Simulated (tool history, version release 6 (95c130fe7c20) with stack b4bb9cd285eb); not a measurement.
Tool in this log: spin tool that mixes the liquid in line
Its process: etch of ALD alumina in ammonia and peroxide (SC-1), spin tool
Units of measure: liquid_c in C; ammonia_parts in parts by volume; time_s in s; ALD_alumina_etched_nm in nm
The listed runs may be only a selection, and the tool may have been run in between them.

{"run": 1, "day": 0.0, "liquid_c": 59, "ammonia_parts": 0.5, "time_s": 45, "ALD_alumina_etched_nm": 5.347}
{"run": 2, "day": 0.221, "liquid_c": 58, "ammonia_parts": 0.5, "time_s": 45, "ALD_alumina_etched_nm": 5.0825}
{"run": 3, "day": 0.346, "liquid_c": 55.5, "ammonia_parts": 0.5, "time_s": 45, "ALD_alumina_etched_nm": 4.4294}
{"run": 4, "day": 0.488, "liquid_c": 55.5, "ammonia_parts": 0.6, "time_s": 45, "ALD_alumina_etched_nm": 4.5283}
{"run": 5, "day": 0.738, "liquid_c": 55.5, "ammonia_parts": 0.6, "time_s": 45, "ALD_alumina_etched_nm": 4.5449}
{"run": 6, "day": 0.925, "liquid_c": 55, "ammonia_parts": 0.6, "time_s": 45, "ALD_alumina_etched_nm": 4.429}
{"run": 7, "day": 1.225, "liquid_c": 54.5, "ammonia_parts": 0.6, "time_s": 45, "ALD_alumina_etched_nm": 4.2734}

Run 8, settings as shown, results not yet in. Your forecast:
{"day": 1.312, "done": "new drum of ammonia solution connected"}
{"run": 8, "day": 1.312, "liquid_c": 50.5, "ammonia_parts": 0.6, "time_s": 45, "ALD_alumina_etched_nm": "?"}

Run 8 came out at ALD_alumina_etched_nm 3.4919 nm.

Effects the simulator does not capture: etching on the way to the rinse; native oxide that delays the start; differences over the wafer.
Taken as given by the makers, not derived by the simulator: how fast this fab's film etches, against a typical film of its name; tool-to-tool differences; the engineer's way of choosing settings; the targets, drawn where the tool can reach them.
